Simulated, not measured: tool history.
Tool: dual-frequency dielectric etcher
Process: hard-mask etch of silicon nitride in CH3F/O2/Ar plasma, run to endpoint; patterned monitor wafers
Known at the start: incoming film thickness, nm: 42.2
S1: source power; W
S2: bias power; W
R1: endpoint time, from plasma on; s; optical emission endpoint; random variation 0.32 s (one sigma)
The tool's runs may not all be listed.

run 1 hour=0 | S1=470 S2=68 | R1=56.495
run 2 hour=2.8 | S1=460 S2=68 | R1=57.048
run 3 hour=11.5 | S1=540 S2=68 | R1=54.857
run 4 hour=13.5 | S1=520 S2=67 | R1=56.105
run 5 hour=21.3 | S1=520 S2=77 | R1=52.797
run 6 hour=29.1 | S1=500 S2=75 | R1=54.242
run 7 hour=31.3 | S1=480 S2=74 | R1=54.551

Run 8 comes next. What will it give?
run 8 hour=32.6 | S1=380 S2=63 | R1=?

R1: 60.754 s

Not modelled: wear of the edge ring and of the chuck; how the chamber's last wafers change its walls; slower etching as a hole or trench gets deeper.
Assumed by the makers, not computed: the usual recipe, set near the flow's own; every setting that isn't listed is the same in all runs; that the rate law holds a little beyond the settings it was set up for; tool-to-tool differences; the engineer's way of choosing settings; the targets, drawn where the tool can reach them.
